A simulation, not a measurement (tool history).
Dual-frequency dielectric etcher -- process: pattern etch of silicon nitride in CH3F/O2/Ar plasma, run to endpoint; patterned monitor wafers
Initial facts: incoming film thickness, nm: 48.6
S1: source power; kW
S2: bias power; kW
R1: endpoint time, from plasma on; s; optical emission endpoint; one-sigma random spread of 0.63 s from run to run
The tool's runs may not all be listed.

Run 1, hour 0.0: S1 0.520 kW, S2 0.055 kW. Result: R1 68.171 s.
Run 2, hour 6.2: S1 0.610 kW, S2 0.055 kW. Result: R1 65.833 s.
Run 3, hour 7.7: S1 0.590 kW, S2 0.053 kW. Result: R1 67.658 s.
Run 4, hour 11.1: S1 0.580 kW, S2 0.051 kW. Result: R1 67.661 s.
Run 5, hour 18.8: S1 0.620 kW, S2 0.051 kW. Result: R1 66.804 s.
At hour 27.4: source power generator calibrated.
Run 6, hour 27.4: S1 0.550 kW, S2 0.051 kW. Result: R1 67.714 s.
Run 7, hour 31.1: S1 0.520 kW, S2 0.049 kW. Result: R1 70.338 s.

The next listed run, before its measurement:
Run 8, hour 35.0: S1 0.510 kW, S2 0.048 kW. Result: R1 ?.

{"run 8": {"R1": 72.226}}

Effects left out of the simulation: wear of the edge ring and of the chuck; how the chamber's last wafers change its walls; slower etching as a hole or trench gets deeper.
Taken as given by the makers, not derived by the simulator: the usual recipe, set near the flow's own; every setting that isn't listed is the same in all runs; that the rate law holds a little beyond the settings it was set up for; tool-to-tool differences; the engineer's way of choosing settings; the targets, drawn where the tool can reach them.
